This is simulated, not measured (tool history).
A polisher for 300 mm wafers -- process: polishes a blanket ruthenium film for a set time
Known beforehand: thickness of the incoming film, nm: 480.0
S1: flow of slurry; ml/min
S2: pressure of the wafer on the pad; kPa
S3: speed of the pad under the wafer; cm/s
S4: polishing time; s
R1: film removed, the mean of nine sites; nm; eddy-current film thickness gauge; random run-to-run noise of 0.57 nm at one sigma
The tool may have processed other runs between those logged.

Run 1, day 0: S1 210 ml/min, S2 17.9 kPa, S3 88 cm/s, S4 71 s. Result: R1 75.477 nm.
Run 2, day 0.025: S1 235 ml/min, S2 17.9 kPa, S3 88 cm/s, S4 71 s. Result: R1 76.913 nm.
Run 3, day 0.079: S1 235 ml/min, S2 13.8 kPa, S3 88 cm/s, S4 71 s. Result: R1 59.799 nm.
Run 4, day 0.304: S1 235 ml/min, S2 12.4 kPa, S3 88 cm/s, S4 71 s. Result: R1 54.276 nm.
Run 5, day 0.638: S1 235 ml/min, S2 16.5 kPa, S3 88 cm/s, S4 71 s. Result: R1 72.005 nm.
Run 6, day 1.004: S1 220 ml/min, S2 14.5 kPa, S3 88 cm/s, S4 71 s. Result: R1 62.903 nm.

Run 7 comes next. What will it give?
At day 1.317: slurry nozzle cleaned.
Run 7, day 1.317: S1 220 ml/min, S2 12.4 kPa, S3 88 cm/s, S4 71 s. Result: R1 ?.

Run 7 gave R1 54.312 nm.
